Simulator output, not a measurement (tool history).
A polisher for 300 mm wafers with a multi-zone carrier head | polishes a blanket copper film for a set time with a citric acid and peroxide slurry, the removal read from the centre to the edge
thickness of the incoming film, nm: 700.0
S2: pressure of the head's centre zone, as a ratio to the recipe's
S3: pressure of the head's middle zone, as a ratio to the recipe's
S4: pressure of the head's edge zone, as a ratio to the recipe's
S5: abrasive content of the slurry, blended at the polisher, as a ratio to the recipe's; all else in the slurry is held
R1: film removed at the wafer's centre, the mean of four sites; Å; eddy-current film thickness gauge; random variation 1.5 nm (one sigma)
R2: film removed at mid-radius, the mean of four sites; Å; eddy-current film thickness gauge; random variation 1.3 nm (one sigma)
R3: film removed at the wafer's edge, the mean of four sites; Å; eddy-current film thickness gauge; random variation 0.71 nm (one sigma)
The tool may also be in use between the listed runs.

{"run": 1, "day": 0.0, "flow of slurry (ml/min)": 320, "S2": 1.0, "S3": 1.0, "S4": 1.0, "S5": 1.0, "polishing time (s)": 89, "R1": 1633.7, "R2": 1599.4, "R3": 1581.0}
{"run": 2, "day": 0.108, "flow of slurry (ml/min)": 275, "S2": 1.0, "S3": 1.0, "S4": 1.0, "S5": 1.0, "polishing time (s)": 89, "R1": 1619.7, "R2": 1606.7, "R3": 1577.1}
{"run": 3, "day": 0.183, "flow of slurry (ml/min)": 275, "S2": 1.0, "S3": 1.0, "S4": 1.09, "S5": 1.0, "polishing time (s)": 89, "R1": 1633.0, "R2": 1589.0, "R3": 1619.9}
{"run": 4, "day": 0.271, "flow of slurry (ml/min)": 275, "S2": 1.0, "S3": 1.0, "S4": 1.09, "S5": 0.95, "polishing time (s)": 89, "R1": 1621.9, "R2": 1620.9, "R3": 1602.6}
{"run": 5, "day": 0.417, "flow of slurry (ml/min)": 275, "S2": 1.0, "S3": 1.0, "S4": 1.13, "S5": 0.95, "polishing time (s)": 89, "R1": 1589.2, "R2": 1621.2, "R3": 1666.5}
{"run": 6, "day": 0.596, "flow of slurry (ml/min)": 275, "S2": 1.0, "S3": 1.03, "S4": 1.13, "S5": 0.95, "polishing time (s)": 89, "R1": 1619.3, "R2": 1626.5, "R3": 1662.0}
{"run": 7, "day": 0.95, "flow of slurry (ml/min)": 280, "S2": 1.01, "S3": 1.0, "S4": 1.11, "S5": 0.85, "polishing time (s)": 82, "R1": 1481.2, "R2": 1467.0, "R3": 1464.8}

Run 8 comes next. What will it give?
{"run": 8, "day": 1.221, "flow of slurry (ml/min)": 285, "S2": 1.0, "S3": 0.97, "S4": 1.1, "S5": 0.75, "polishing time (s)": 77, "R1": "?", "R2": "?", "R3": "?"}

Run 8 gave R1 1286.9 Å, R2 1297.0 Å, R3 1349.4 Å.
